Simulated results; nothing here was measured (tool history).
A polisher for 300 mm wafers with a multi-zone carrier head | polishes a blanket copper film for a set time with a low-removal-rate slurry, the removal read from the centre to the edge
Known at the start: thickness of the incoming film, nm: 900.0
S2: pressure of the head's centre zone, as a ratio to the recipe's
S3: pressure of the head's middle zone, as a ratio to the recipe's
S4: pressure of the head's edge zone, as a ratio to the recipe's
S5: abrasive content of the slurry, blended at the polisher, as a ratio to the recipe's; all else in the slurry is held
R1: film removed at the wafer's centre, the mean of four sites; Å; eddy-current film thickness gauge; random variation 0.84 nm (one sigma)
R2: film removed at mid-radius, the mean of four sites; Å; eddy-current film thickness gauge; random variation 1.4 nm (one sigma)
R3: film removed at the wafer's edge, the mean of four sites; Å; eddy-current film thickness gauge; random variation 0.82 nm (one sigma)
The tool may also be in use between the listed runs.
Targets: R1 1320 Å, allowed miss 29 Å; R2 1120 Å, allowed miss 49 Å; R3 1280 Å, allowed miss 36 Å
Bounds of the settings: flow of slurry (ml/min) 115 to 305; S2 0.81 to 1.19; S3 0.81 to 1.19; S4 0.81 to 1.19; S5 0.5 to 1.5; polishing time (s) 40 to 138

Run 1, hour 0: flow of slurry (ml/min) 195, S2 1, S3 1, S4 1, S5 1, polishing time (s) 88. Result: R1 1972.1 Å, R2 2022.1 Å, R3 2012.7 Å.
Run 2, hour 6.9: flow of slurry (ml/min) 195, S2 1, S3 1, S4 1.03, S5 1, polishing time (s) 88. Result: R1 1987.4 Å, R2 2033.1 Å, R3 2052.7 Å.
Run 3, hour 15.7: flow of slurry (ml/min) 185, S2 1.01, S3 0.95, S4 1, S5 0.85, polishing time (s) 81. Result: R1 1762 Å, R2 1719.3 Å, R3 1776.8 Å.
Run 4, hour 21.1: flow of slurry (ml/min) 185, S2 1.01, S3 1, S4 1, S5 0.85, polishing time (s) 81. Result: R1 1758.3 Å, R2 1809.5 Å, R3 1786.4 Å.
Run 5, hour 24.4: flow of slurry (ml/min) 185, S2 0.93, S3 1, S4 1, S5 0.85, polishing time (s) 81. Result: R1 1637.8 Å, R2 1803.1 Å, R3 1779.5 Å.
Run 6, hour 30.7: flow of slurry (ml/min) 225, S2 0.93, S3 1, S4 1, S5 0.85, polishing time (s) 81. Result: R1 1687.6 Å, R2 1862.3 Å, R3 1823.3 Å.
Run 7, hour 32.7: flow of slurry (ml/min) 205, S2 0.96, S3 0.95, S4 0.99, S5 0.75, polishing time (s) 76. Result: R1 1577.4 Å, R2 1612 Å, R3 1659.3 Å.
Run 8, hour 41.3: flow of slurry (ml/min) 190, S2 0.98, S3 0.91, S4 0.97, S5 0.7, polishing time (s) 73. Result: R1 1510.1 Å, R2 1462.3 Å, R3 1539.4 Å.
Run 9, hour 44.7: flow of slurry (ml/min) 175, S2 0.99, S3 0.88, S4 0.96, S5 0.65, polishing time (s) 71. Result: R1 1420.2 Å, R2 1350.1 Å, R3 1454 Å.
Run 10, hour 47.7: flow of slurry (ml/min) 135, S2 1.08, S3 0.81, S4 0.94, S5 0.5, polishing time (s) 66. Result: R1 1322 Å, R2 1064.3 Å, R3 1246.4 Å.

Which of these 4 next moves meets every target?
Run A, hour 50.7: flow of slurry (ml/min) 130, S2 1.11, S3 0.82, S4 0.95, S5 0.5, polishing time (s) 65. Result: R1 ?, R2 ?, R3 ?.
Run B, hour 50.7: flow of slurry (ml/min) 150, S2 1.18, S3 0.93, S4 0.91, S5 0.55, polishing time (s) 61. Result: R1 ?, R2 ?, R3 ?.
Run C, hour 50.7: flow of slurry (ml/min) 135, S2 1.13, S3 0.9, S4 0.85, S5 0.5, polishing time (s) 65. Result: R1 ?, R2 ?, R3 ?.
Run D, hour 50.7: flow of slurry (ml/min) 115, S2 1.08, S3 0.85, S4 0.94, S5 0.55, polishing time (s) 70. Result: R1 ?, R2 ?, R3 ?.

move      R1      R2      R3
   A  1287.1  1026.4  1208.4
   B  1352.3  1122.4  1157.2
   C  1324.5    1119  1162.7
   D  1316.9  1115.5  1282.8
A: further off than the last run
B: brings the result that was furthest off to its target, and leaves another outside
C: brings the result that was furthest off to its target, and leaves another outside
D: meets every target
The right move is D.
